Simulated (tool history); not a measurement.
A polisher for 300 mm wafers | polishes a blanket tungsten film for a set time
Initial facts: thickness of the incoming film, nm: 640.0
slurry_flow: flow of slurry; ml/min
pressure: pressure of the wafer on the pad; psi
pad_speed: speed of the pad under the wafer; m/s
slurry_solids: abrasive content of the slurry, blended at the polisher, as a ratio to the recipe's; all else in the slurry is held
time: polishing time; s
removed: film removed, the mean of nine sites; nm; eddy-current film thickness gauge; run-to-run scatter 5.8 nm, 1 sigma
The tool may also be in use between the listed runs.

{"run": 1, "hour": 0.0, "slurry_flow": 200, "pressure": 3.8, "pad_speed": 1.24, "slurry_solids": 1.0, "time": 55, "removed": 344.57}
{"run": 2, "hour": 8.8, "slurry_flow": 200, "pressure": 3.8, "pad_speed": 1.24, "slurry_solids": 0.8, "time": 55, "removed": 336.09}
{"run": 3, "hour": 17.7, "slurry_flow": 200, "pressure": 3.8, "pad_speed": 1.24, "slurry_solids": 0.8, "time": 57, "removed": 339.4}
{"run": 4, "hour": 25.1, "slurry_flow": 200, "pressure": 3.8, "pad_speed": 1.1, "slurry_solids": 0.8, "time": 57, "removed": 309.93}
{"run": 5, "hour": 29.8, "slurry_flow": 200, "pressure": 3.8, "pad_speed": 1.3, "slurry_solids": 0.8, "time": 57, "removed": 368.15}
{"run": 6, "hour": 30.5, "slurry_flow": 200, "pressure": 3.4, "pad_speed": 1.3, "slurry_solids": 0.8, "time": 57, "removed": 335.72}
{"run": 7, "hour": 37.5, "slurry_flow": 200, "pressure": 3.4, "pad_speed": 1.3, "slurry_solids": 0.8, "time": 57, "removed": 332.62}
{"run": 8, "hour": 42.9, "slurry_flow": 200, "pressure": 3.6, "pad_speed": 1.3, "slurry_solids": 0.8, "time": 57, "removed": 350.13}
{"run": 9, "hour": 43.7, "slurry_flow": 200, "pressure": 3.8, "pad_speed": 1.3, "slurry_solids": 0.8, "time": 57, "removed": 364.11}
{"run": 10, "hour": 47.0, "slurry_flow": 200, "pressure": 3.9, "pad_speed": 1.3, "slurry_solids": 0.8, "time": 57, "removed": 369.26}

What will run 11 give?
{"run": 11, "hour": 52.9, "slurry_flow": 200, "pressure": 4.0, "pad_speed": 1.3, "slurry_solids": 0.8, "time": 57, "removed": "?"}

removed: 373.82 nm

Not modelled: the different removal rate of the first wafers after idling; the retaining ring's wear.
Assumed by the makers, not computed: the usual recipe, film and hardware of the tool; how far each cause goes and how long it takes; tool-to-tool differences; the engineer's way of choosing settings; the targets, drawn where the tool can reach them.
